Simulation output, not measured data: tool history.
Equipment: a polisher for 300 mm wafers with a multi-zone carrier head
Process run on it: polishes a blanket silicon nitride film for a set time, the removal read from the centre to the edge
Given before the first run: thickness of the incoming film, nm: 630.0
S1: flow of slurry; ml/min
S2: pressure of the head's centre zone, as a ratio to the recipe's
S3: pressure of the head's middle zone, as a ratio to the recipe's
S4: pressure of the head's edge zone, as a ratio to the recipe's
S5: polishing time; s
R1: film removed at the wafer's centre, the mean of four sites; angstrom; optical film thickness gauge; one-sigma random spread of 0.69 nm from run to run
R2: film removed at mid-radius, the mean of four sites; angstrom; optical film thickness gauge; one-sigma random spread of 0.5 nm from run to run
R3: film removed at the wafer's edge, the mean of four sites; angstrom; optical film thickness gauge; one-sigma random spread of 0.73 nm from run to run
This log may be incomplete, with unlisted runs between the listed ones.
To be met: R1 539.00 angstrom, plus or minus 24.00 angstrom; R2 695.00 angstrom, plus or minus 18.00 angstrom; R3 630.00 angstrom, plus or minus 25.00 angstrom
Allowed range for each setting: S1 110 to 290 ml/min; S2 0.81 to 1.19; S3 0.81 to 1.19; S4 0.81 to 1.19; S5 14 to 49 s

run	hour	S1	S2	S3	S4	S5	R1	R2	R3
1	0.0	185	1.00	1.00	1.00	31	489.39	486.83	500.11
2	4.3	195	0.98	1.04	1.02	32	500.19	518.44	538.43
3	6.3	195	0.98	1.09	1.02	32	496.34	530.44	526.05
4	10.8	195	0.98	1.09	1.02	28	449.11	470.03	467.21
5	13.2	200	0.96	1.11	1.01	30	459.94	524.20	489.76
6	15.6	200	0.96	1.03	1.01	30	457.13	483.74	494.33
7	17.8	210	0.95	1.06	1.01	31	472.71	521.16	517.59
8	22.0	220	0.94	1.08	1.01	32	485.98	546.29	525.39
9	25.7	225	0.93	1.10	1.02	33	499.22	569.23	547.01
10	34.2	225	0.92	1.12	1.02	34	518.05	602.83	575.23
11	40.1	230	0.91	1.13	1.02	34	508.47	610.49	565.37
12	40.8	235	0.90	1.14	1.03	34	501.06	607.86	580.47
13	41.4	240	0.90	1.15	1.03	34	505.98	616.56	573.87
14	42.3	240	0.89	1.16	1.03	35	503.51	639.15	590.98
15	50.0	245	0.89	1.17	1.03	35	513.47	648.79	601.75
16	58.8	250	0.89	1.17	1.03	35	520.14	654.90	584.61

Below are 5 possible settings for the next run. Only one of them brings all results inside the allowed miss of their targets. Which is it?
A	67.6	240	0.87	1.09	1.19	38	?	?	?
B	67.6	270	0.93	1.16	1.01	37	?	?	?
C	67.6	175	0.87	1.16	0.98	40	?	?	?
D	67.6	255	0.90	1.16	1.05	36	?	?	?
E	67.6	290	1.04	1.19	0.97	34	?	?	?

move	R1	R2	R3
A	544.88	657.43	693.02
B	575.73	684.32	628.82
C	543.58	695.24	639.70
D	538.42	661.52	620.08
E	595.83	647.31	570.18
A: moves away from the targets compared with the last run
B: corrects the largest miss of the last run, while another result sits out of spec
C: all results in spec
D: closes in on the targets versus the last run, not all within tolerance yet
E: moves away from the targets compared with the last run
So the answer is move C, the one that meets all the targets.
